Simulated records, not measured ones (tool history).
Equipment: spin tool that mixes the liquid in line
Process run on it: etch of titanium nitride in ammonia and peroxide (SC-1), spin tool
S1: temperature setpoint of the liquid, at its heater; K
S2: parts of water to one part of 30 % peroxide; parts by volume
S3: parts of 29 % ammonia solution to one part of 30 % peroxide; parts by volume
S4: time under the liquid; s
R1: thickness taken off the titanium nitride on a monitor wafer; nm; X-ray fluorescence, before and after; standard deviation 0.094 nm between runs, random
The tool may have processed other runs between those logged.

run	hour	S1	S2	S3	S4	R1
1	0	325.15	17	0.4	265	13.471
2	3.1	326.15	17	0.4	265	14.5
3	7.1	327.15	17	0.4	265	15.321
4	8.8	327.15	17	0.4	265	15.354
5	12.1	333.65	17	0.4	265	23.859
6	20.5	339.15	17	0.4	265	33.746
7	23.4	336.65	17	0.4	265	28.559
8	26.4	334.65	17	0.4	265	25.513
9	32.3	333.15	17	0.4	265	22.928
10	35.2	332.15	17	0.4	265	21.568
11	43.3	331.15	17	0.4	265	20.168
12	44.6	330.65	17	0.4	265	19.579

Expected results for the next run?
13	53.4	330.15	17	0.4	265	?

{"run 13": {"R1": 18.867}}
